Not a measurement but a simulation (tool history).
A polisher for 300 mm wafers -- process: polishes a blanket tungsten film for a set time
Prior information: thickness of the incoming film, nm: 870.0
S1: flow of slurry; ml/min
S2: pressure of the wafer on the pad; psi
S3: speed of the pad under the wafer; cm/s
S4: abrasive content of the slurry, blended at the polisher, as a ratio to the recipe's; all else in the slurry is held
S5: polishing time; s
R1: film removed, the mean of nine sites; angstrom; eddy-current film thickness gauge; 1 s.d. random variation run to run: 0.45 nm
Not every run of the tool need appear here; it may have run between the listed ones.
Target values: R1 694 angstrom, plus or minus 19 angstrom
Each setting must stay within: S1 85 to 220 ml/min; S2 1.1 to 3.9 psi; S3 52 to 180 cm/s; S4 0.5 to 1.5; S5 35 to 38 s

run,hour,S1,S2,S3,S4,S5,R1
1,0,140,2.5,116,1,38,1181.5
2,4.4,140,2.5,116,1.2,38,1243.4
3,12,135,2.4,116,1.2,38,1172.7
4,15.7,105,2.4,116,1.2,38,1121.5
5,22.5,105,2.3,116,1.2,38,1090.5
6,26.3,105,2.6,116,1.2,38,1207.3
7,33.1,105,2.6,116,1.2,38,1224.1
8,37.1,105,2.5,116,1.2,38,1183.5
9,41.9,95,1.8,114,1.2,38,822.05
10,45.2,90,1.6,114,1.2,38,725.14
11,48.1,85,1.5,114,1.2,38,675.37

Exercise: of the 5 proposed moves below, exactly one satisfies all targets within the stated allowed misses. Which move is it?
A,51,125,1.7,98,1.2,37,?
B,51,85,1.5,114,1.1,37,?
C,51,120,1.1,154,1.05,35,?
D,51,85,1.7,108,1,35,?
E,51,85,1.6,110,1.15,36,?

move,R1
A,690.23
B,640.61
C,643.12
D,632.04
E,647.74
A: every result lands within tolerance
B: moves away from the targets compared with the last run
C: moves away from the targets compared with the last run
D: moves away from the targets compared with the last run
E: moves away from the targets compared with the last run
The right move is A.

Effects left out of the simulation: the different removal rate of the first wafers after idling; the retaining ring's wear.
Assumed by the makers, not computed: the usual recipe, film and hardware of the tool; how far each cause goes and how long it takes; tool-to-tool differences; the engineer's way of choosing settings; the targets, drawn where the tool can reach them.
